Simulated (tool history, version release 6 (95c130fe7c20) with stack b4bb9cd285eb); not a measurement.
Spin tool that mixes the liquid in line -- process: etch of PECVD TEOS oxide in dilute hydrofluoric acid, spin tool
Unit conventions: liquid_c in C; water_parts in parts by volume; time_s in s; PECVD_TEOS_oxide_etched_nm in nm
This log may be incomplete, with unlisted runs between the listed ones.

run,day,liquid_c,water_parts,time_s,PECVD_TEOS_oxide_etched_nm
1,0,23,120,320,23.431
2,0.138,23,80,320,37.185
3,0.429,23,80,340,39.534
4,0.588,23,80,340,39.169
5,0.721,22.5,80,340,38.789
6,0.95,22.5,55,340,57.843
7,1.079,18.5,80,340,32.722
8,1.225,19,80,340,33.43

Run 9 has not been measured yet. What should we expect?
9,1.312,19.5,80,340,?

{"run 9": {"PECVD_TEOS_oxide_etched_nm": 34.3}}
